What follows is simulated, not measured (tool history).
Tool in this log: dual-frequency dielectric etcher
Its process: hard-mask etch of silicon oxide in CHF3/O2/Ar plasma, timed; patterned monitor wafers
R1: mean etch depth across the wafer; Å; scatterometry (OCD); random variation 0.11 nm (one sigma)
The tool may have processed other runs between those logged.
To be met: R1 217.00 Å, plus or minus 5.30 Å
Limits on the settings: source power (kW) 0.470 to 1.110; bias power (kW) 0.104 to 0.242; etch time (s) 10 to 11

{"run": 1, "hour": 0.0, "source power (kW)": 0.79, "bias power (kW)": 0.173, "etch time (s)": 11, "R1": 260.74}
{"run": 2, "hour": 8.2, "source power (kW)": 0.76, "bias power (kW)": 0.17, "etch time (s)": 11, "R1": 254.6}
{"run": 3, "hour": 11.6, "source power (kW)": 0.76, "bias power (kW)": 0.17, "etch time (s)": 11, "R1": 253.98}
{"run": 4, "hour": 17.0, "source power (kW)": 0.74, "bias power (kW)": 0.169, "etch time (s)": 11, "R1": 251.87}
{"run": 5, "hour": 19.3, "source power (kW)": 0.74, "bias power (kW)": 0.194, "etch time (s)": 11, "R1": 263.88}
{"run": 6, "hour": 26.6, "source power (kW)": 0.74, "bias power (kW)": 0.194, "etch time (s)": 11, "R1": 262.18}
{"hour": 30.0, "done": "wet clean of the chamber"}
{"run": 7, "hour": 30.0, "source power (kW)": 0.72, "bias power (kW)": 0.191, "etch time (s)": 11, "R1": 250.78}
{"run": 8, "hour": 34.1, "source power (kW)": 0.72, "bias power (kW)": 0.191, "etch time (s)": 11, "R1": 250.81}
{"run": 9, "hour": 41.2, "source power (kW)": 0.71, "bias power (kW)": 0.19, "etch time (s)": 11, "R1": 250.44}
{"run": 10, "hour": 45.1, "source power (kW)": 0.69, "bias power (kW)": 0.189, "etch time (s)": 11, "R1": 246.37}

Next run, 5 choices. One meets every target within its allowed miss, the rest don't. Which?
{"run": "A", "hour": 49.0, "source power (kW)": 0.7, "bias power (kW)": 0.197, "etch time (s)": 11, "R1": "?"}
{"run": "B", "hour": 49.0, "source power (kW)": 0.71, "bias power (kW)": 0.198, "etch time (s)": 10, "R1": "?"}
{"run": "C", "hour": 49.0, "source power (kW)": 0.81, "bias power (kW)": 0.189, "etch time (s)": 11, "R1": "?"}
{"run": "D", "hour": 49.0, "source power (kW)": 0.68, "bias power (kW)": 0.173, "etch time (s)": 10, "R1": "?"}
{"run": "E", "hour": 49.0, "source power (kW)": 0.76, "bias power (kW)": 0.202, "etch time (s)": 11, "R1": "?"}

move=A R1=253.97
move=B R1=232.37
move=C R1=263.35
move=D R1=219.26
move=E R1=263.28
A: moves away from the targets compared with the last run
B: an improvement on the last run, though not all results are within tolerance
C: moves away from the targets compared with the last run
D: meets every target
E: moves away from the targets compared with the last run
D is the move that brings every result within its allowed miss.
